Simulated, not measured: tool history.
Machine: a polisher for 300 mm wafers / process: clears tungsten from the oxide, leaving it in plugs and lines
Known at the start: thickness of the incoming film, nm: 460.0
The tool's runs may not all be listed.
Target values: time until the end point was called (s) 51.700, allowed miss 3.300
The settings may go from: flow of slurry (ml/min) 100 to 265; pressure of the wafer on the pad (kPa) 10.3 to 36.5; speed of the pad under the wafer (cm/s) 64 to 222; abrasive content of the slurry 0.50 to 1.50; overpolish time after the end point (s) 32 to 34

run	hour	flow of slurry (ml/min)	pressure of the wafer on the pad (kPa)	speed of the pad under the wafer (cm/s)	abrasive content of the slurry	overpolish time after the end point (s)	time until the end point was called (s)
1	0.0	170	23.4	142	1.00	32	75.561
2	8.6	170	24.1	142	1.00	32	76.762
3	9.5	170	24.1	142	1.10	32	73.999
4	14.3	170	24.8	142	1.10	32	69.738
5	16.0	170	25.5	142	1.10	32	70.894
6	23.7	170	29.0	142	1.10	32	62.675
7	25.2	170	29.6	142	1.10	32	59.333
8	30.8	170	30.3	142	1.10	32	59.301
9	34.5	170	31.0	142	1.10	32	55.938
10	42.4	170	31.7	142	1.10	32	56.293

Consider the 5 candidate settings below. Which is the only one whose results all fall within their allowed miss of target?
A	50.3	130	24.8	166	0.85	34	?
B	50.3	135	31.0	130	1.25	34	?
C	50.3	200	27.6	138	1.15	32	?
D	50.3	245	36.5	102	0.95	32	?
E	50.3	120	31.0	168	1.20	32	?

move	time until the end point was called (s)
A	72.541
B	61.505
C	63.236
D	61.946
E	52.640
A: moves away from the targets compared with the last run
B: moves away from the targets compared with the last run
C: moves away from the targets compared with the last run
D: moves away from the targets compared with the last run
E: all results land within tolerance of their targets
Go with E: it meets all targets.

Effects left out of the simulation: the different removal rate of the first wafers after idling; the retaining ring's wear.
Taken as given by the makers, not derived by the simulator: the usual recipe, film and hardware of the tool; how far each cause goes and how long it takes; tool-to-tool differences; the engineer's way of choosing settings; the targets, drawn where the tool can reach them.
